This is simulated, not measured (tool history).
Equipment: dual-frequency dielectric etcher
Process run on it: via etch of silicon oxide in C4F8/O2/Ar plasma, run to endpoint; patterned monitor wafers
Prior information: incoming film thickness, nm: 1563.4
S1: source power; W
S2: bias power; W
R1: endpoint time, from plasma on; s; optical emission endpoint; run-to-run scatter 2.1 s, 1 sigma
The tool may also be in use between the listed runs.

| run | hour | S1 | S2 | R1 |
|---|---|---|---|---|
| 1 | 0 | 2240 | 2152 | 282.34 |
| 2 | 7.8 | 2240 | 2337 | 276.83 |
| 3 | 10.6 | 2300 | 2361 | 266.45 |
| 4 | 14.3 | 2070 | 2361 | 291.25 |
| 5 | 20.7 | 2070 | 2209 | 295.25 |
| 6 | 26.9 | 1700 | 2209 | 335.7 |

Forecast run 7:
| 7 | 33.6 | 1790 | 2228 | ? |

R1: 324.2 s
